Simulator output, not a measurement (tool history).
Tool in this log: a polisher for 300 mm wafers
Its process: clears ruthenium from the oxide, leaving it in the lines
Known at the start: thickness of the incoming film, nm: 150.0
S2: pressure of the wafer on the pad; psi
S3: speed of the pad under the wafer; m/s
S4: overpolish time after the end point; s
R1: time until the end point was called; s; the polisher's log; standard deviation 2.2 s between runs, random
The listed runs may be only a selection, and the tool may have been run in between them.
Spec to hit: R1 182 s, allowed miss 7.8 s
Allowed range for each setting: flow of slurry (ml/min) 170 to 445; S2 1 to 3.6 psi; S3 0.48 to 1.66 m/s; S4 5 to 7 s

{"run": 1, "hour": 0.0, "flow of slurry (ml/min)": 285, "S2": 2.3, "S3": 1.06, "S4": 7, "R1": 124.34}
{"run": 2, "hour": 5.7, "flow of slurry (ml/min)": 285, "S2": 2.3, "S3": 1.26, "S4": 7, "R1": 103.29}
{"run": 3, "hour": 9.7, "flow of slurry (ml/min)": 285, "S2": 2.8, "S3": 1.26, "S4": 7, "R1": 84.967}
{"run": 4, "hour": 12.4, "flow of slurry (ml/min)": 285, "S2": 2.3, "S3": 1.26, "S4": 7, "R1": 105.57}
{"run": 5, "hour": 15.0, "flow of slurry (ml/min)": 245, "S2": 2.3, "S3": 1.26, "S4": 7, "R1": 104.86}
{"run": 6, "hour": 19.3, "flow of slurry (ml/min)": 245, "S2": 2.3, "S3": 1.26, "S4": 5, "R1": 103.7}
{"run": 7, "hour": 25.6, "flow of slurry (ml/min)": 245, "S2": 1.9, "S3": 1.24, "S4": 5, "R1": 127.49}
{"run": 8, "hour": 26.1, "flow of slurry (ml/min)": 245, "S2": 1.7, "S3": 1.24, "S4": 5, "R1": 143.93}
{"run": 9, "hour": 27.0, "flow of slurry (ml/min)": 245, "S2": 1.6, "S3": 1.24, "S4": 5, "R1": 151.19}
{"run": 10, "hour": 29.9, "flow of slurry (ml/min)": 245, "S2": 1.5, "S3": 1.24, "S4": 5, "R1": 160.77}
{"run": 11, "hour": 37.8, "flow of slurry (ml/min)": 245, "S2": 1.4, "S3": 1.24, "S4": 5, "R1": 172.07}

Which single option among these 4 for the next run brings every result within its allowed miss of target? Just one does.
{"run": "A", "hour": 45.7, "flow of slurry (ml/min)": 320, "S2": 1.7, "S3": 1.1, "S4": 5, "R1": "?"}
{"run": "B", "hour": 45.7, "flow of slurry (ml/min)": 270, "S2": 1.5, "S3": 1.22, "S4": 5, "R1": "?"}
{"run": "C", "hour": 45.7, "flow of slurry (ml/min)": 185, "S2": 1.8, "S3": 1.06, "S4": 7, "R1": "?"}
{"run": "D", "hour": 45.7, "flow of slurry (ml/min)": 225, "S2": 1.5, "S3": 1.08, "S4": 7, "R1": "?"}

move=A R1=156.69
move=B R1=161.31
move=C R1=158.92
move=D R1=183.63
A: moves away from the targets compared with the last run
B: moves away from the targets compared with the last run
C: moves away from the targets compared with the last run
D: hits every target within its allowed miss
Go with D: it meets all targets.
